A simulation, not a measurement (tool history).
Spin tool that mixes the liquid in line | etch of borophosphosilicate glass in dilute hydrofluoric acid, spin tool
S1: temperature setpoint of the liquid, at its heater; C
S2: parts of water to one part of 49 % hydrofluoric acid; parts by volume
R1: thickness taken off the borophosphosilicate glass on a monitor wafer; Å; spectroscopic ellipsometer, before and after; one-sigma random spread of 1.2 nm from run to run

Run 1, hour 0.0: S1 20.0 C, S2 85 parts by volume, time under the liquid (s) 210. Result: R1 911.42 Å.
Run 2, hour 1.8: S1 20.0 C, S2 105 parts by volume, time under the liquid (s) 210. Result: R1 721.10 Å.
Run 3, hour 4.0: S1 20.0 C, S2 130 parts by volume, time under the liquid (s) 210. Result: R1 568.20 Å.
Run 4, hour 6.9: S1 22.5 C, S2 100 parts by volume, time under the liquid (s) 210. Result: R1 845.40 Å.
At hour 8.3: hydrofluoric acid flow meter replaced.
Run 5, hour 8.3: S1 24.0 C, S2 80 parts by volume, time under the liquid (s) 210. Result: R1 1308.00 Å.
Run 6, hour 11.8: S1 25.5 C, S2 80 parts by volume, time under the liquid (s) 210. Result: R1 1377.10 Å.

Predict the results of run 7:
Run 7, hour 15.0: S1 26.5 C, S2 75 parts by volume, time under the liquid (s) 210. Result: R1 ?.

{"run 7": {"R1": 1548.7}}
